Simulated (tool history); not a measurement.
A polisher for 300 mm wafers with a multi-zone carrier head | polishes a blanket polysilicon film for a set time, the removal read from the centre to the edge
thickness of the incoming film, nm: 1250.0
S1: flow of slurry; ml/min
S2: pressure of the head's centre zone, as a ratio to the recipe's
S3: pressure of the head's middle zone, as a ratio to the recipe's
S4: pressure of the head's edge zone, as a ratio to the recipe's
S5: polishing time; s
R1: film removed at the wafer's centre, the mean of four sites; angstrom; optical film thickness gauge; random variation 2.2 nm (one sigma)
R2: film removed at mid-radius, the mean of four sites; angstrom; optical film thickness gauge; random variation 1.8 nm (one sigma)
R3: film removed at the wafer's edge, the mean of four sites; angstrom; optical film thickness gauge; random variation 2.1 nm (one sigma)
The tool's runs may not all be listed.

run	day	S1	S2	S3	S4	S5	R1	R2	R3
1	0.000	280	1.00	1.00	1.00	69	3541.0	3486.2	3560.0
2	0.233	270	0.96	1.01	0.99	61	3022.0	3141.4	3150.6
3	0.529	260	0.93	1.02	0.99	55	2598.7	2890.3	2886.6
4	0.762	260	0.93	1.08	0.99	55	2663.0	2974.6	2750.9
5	0.929	255	0.90	1.07	0.98	51	2365.8	2762.6	2643.6
6	1.083	250	0.88	1.07	0.97	48	2104.4	2564.0	2422.3
7	1.254	245	0.87	1.06	0.94	48	2119.3	2568.8	2398.2

Run 8 comes next. What will it give?
8	1.483	225	0.81	1.06	0.96	37	?	?	?

{"run 8": {"R1": 1483.8, "R2": 1942.4, "R3": 1853.1}}
